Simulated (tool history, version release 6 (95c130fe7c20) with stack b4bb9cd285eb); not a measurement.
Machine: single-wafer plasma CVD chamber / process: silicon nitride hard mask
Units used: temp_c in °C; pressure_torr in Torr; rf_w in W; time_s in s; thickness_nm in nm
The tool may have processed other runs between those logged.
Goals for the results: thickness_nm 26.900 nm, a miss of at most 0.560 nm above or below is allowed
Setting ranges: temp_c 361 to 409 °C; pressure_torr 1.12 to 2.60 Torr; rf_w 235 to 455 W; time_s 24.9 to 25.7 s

run,hour,temp_c,pressure_torr,rf_w,time_s,thickness_nm
1,0.0,385,1.86,345,24.9,31.743
2,6.2,379,1.86,345,24.9,32.097
3,11.9,379,1.86,375,24.9,33.832
4,13.8,379,1.86,410,24.9,35.643
5,17.5,380,1.73,390,24.9,33.714
6,26.1,384,1.73,390,24.9,33.443
7,32.1,385,1.61,380,24.9,31.985
8,40.0,386,1.51,370,24.9,30.851
9,48.5,386,1.43,365,24.9,30.182
10,49.6,387,1.12,315,24.9,24.404
11,54.1,387,1.19,315,24.9,24.842

Next run, 4 choices. One meets every target within its allowed miss, the rest don't. Which?
A,58.6,382,1.16,290,24.9,?
B,58.6,376,1.14,315,25.7,?
C,58.6,376,1.73,285,24.9,?
D,58.6,387,1.13,295,25.1,?

move,thickness_nm
A,23.422
B,25.516
C,27.310
D,23.568
A: misses by more than the last run did
B: moves toward the targets from the last run without getting all of them in spec
C: all results in spec
D: misses by more than the last run did
C meets every target.

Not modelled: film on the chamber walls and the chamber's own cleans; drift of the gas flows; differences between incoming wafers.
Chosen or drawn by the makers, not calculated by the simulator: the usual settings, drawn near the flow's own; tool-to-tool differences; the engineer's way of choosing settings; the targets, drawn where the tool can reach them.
